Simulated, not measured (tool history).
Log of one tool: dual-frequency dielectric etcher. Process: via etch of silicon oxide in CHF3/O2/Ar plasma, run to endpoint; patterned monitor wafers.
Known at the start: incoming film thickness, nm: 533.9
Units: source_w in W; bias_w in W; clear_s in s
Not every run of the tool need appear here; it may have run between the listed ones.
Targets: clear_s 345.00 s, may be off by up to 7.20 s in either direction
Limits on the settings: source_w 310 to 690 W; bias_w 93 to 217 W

run 1 day=0.000 | source_w=500 bias_w=155 | clear_s=308.24
run 2 day=0.142 | source_w=480 bias_w=153 | clear_s=313.54
run 3 day=0.200 | source_w=480 bias_w=172 | clear_s=293.98
run 4 day=0.479 | source_w=460 bias_w=168 | clear_s=303.43
run 5 day=0.600 | source_w=440 bias_w=166 | clear_s=306.93
run 6 day=0.825 | source_w=440 bias_w=176 | clear_s=299.37
run 7 day=0.904 | source_w=420 bias_w=171 | clear_s=303.52
run 8 day=0.950 | source_w=420 bias_w=171 | clear_s=304.75
run 9 day=1.154 | source_w=410 bias_w=166 | clear_s=313.80
run 10 day=1.417 | source_w=400 bias_w=163 | clear_s=316.85
run 11 day=1.742 | source_w=390 bias_w=160 | clear_s=321.17
run 12 day=1.954 | source_w=380 bias_w=158 | clear_s=323.80
run 13 day=2.304 | source_w=370 bias_w=156 | clear_s=328.36
run 14 day=2.542 | source_w=360 bias_w=154 | clear_s=333.60
run 15 day=2.725 | source_w=350 bias_w=153 | clear_s=334.20
run 16 day=2.883 | source_w=350 bias_w=152 | clear_s=333.21
run 17 day=2.983 | source_w=350 bias_w=151 | clear_s=334.78
run 18 day=3.279 | source_w=350 bias_w=150 | clear_s=339.47

5 candidate next runs follow, results not yet known. Just one meets every target within its allowed miss. Identify it.
run A day=3.575 | source_w=340 bias_w=155 | clear_s=?
run B day=3.575 | source_w=340 bias_w=156 | clear_s=?
run C day=3.575 | source_w=320 bias_w=166 | clear_s=?
run D day=3.575 | source_w=340 bias_w=160 | clear_s=?
run E day=3.575 | source_w=310 bias_w=152 | clear_s=?

move=A clear_s=334.81
move=B clear_s=333.73
move=C clear_s=326.79
move=D clear_s=329.50
move=E clear_s=343.39
A: moves away from the targets compared with the last run
B: moves away from the targets compared with the last run
C: moves away from the targets compared with the last run
D: moves away from the targets compared with the last run
E: all results land within tolerance of their targets
Answer: E
